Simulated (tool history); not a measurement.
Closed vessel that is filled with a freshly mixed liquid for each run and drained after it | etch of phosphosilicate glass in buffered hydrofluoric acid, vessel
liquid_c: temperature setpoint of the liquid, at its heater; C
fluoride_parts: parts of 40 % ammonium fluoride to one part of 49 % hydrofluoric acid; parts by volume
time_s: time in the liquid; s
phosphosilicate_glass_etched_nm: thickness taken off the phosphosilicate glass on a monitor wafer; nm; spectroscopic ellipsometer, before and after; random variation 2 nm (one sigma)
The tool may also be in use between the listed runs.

run	hour	liquid_c	fluoride_parts	time_s	phosphosilicate_glass_etched_nm
1	0.0	22.0	10.5	90	406.98
2	6.7	22.0	10.5	90	405.12
3	11.9	24.5	10.5	90	466.83
4	19.6	26.0	10.5	90	506.28
# hour 24.4: hydrofluoric acid flow meter replaced
5	24.4	27.0	10.5	90	504.33
6	29.2	27.0	8.0	90	637.28
7	34.1	26.5	8.0	90	624.86

The next listed run, before its measurement:
8	38.4	26.0	8.0	90	?

{"run 8": {"phosphosilicate_glass_etched_nm": 609.73}}

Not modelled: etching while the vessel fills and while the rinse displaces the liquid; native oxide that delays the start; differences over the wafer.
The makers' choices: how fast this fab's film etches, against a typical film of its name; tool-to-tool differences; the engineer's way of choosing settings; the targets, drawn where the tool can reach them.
